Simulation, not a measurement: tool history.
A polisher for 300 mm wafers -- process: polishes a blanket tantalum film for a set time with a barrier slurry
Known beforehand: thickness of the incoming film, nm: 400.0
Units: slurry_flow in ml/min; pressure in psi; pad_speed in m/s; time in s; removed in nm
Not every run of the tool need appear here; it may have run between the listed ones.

run,hour,slurry_flow,pressure,pad_speed,slurry_solids,time,removed
1,0.0,175,2.2,1.14,1.00,55,100.650
2,7.1,170,1.8,1.14,1.00,55,83.676
3,8.6,165,1.6,1.14,1.00,55,74.588
4,15.2,160,1.4,1.14,1.00,55,65.814
5,17.0,155,1.3,1.14,1.00,55,60.888
6,21.7,155,1.3,1.14,1.15,55,62.718
7,22.4,145,1.3,1.14,1.15,55,62.524
8,27.8,140,1.3,1.14,1.15,55,62.184
9,35.6,135,1.3,1.14,1.15,55,61.168

Estimate the outcome of run 10 from the log above:
10,42.6,130,1.3,1.14,1.15,55,?

{"run 10": {"removed": 60.567}}
